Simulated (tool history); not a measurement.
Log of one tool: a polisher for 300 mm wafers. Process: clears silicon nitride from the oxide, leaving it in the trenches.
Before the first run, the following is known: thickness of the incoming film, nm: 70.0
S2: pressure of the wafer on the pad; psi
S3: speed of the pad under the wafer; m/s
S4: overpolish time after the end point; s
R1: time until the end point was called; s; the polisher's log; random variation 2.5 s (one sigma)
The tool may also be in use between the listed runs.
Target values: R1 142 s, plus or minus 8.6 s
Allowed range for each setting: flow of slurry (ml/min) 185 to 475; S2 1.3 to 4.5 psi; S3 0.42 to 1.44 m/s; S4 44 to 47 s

{"run": 1, "hour": 0.0, "flow of slurry (ml/min)": 305, "S2": 2.9, "S3": 0.92, "S4": 44, "R1": 71.548}
{"run": 2, "hour": 2.5, "flow of slurry (ml/min)": 305, "S2": 2.9, "S3": 1.06, "S4": 44, "R1": 61.68}
{"run": 3, "hour": 10.7, "flow of slurry (ml/min)": 305, "S2": 2.3, "S3": 1.06, "S4": 44, "R1": 77.488}
{"run": 4, "hour": 18.9, "flow of slurry (ml/min)": 305, "S2": 2.6, "S3": 1.06, "S4": 44, "R1": 70.124}
{"run": 5, "hour": 26.0, "flow of slurry (ml/min)": 305, "S2": 2.2, "S3": 0.98, "S4": 44, "R1": 87.509}
{"run": 6, "hour": 33.6, "flow of slurry (ml/min)": 305, "S2": 1.9, "S3": 0.92, "S4": 44, "R1": 108.63}
{"run": 7, "hour": 39.1, "flow of slurry (ml/min)": 305, "S2": 1.7, "S3": 0.9, "S4": 44, "R1": 122.92}
{"run": 8, "hour": 47.8, "flow of slurry (ml/min)": 305, "S2": 1.6, "S3": 0.9, "S4": 44, "R1": 128.74}

Which one of the following 5 next-run settings gets every result inside its allowed miss? There is exactly one.
{"run": "A", "hour": 56.5, "flow of slurry (ml/min)": 320, "S2": 1.7, "S3": 1.06, "S4": 47, "R1": "?"}
{"run": "B", "hour": 56.5, "flow of slurry (ml/min)": 340, "S2": 1.3, "S3": 0.86, "S4": 47, "R1": "?"}
{"run": "C", "hour": 56.5, "flow of slurry (ml/min)": 250, "S2": 1.7, "S3": 0.88, "S4": 44, "R1": "?"}
{"run": "D", "hour": 56.5, "flow of slurry (ml/min)": 315, "S2": 1.3, "S3": 1.22, "S4": 44, "R1": "?"}
{"run": "E", "hour": 56.5, "flow of slurry (ml/min)": 255, "S2": 1.6, "S3": 0.8, "S4": 44, "R1": "?"}

move=A R1=103.56
move=B R1=159.94
move=C R1=125.62
move=D R1=117.51
move=E R1=144.38
A: further off than the last run
B: pushes the last run's worst result past its target
C: further off than the last run
D: further off than the last run
E: in spec on every target
Answer: E
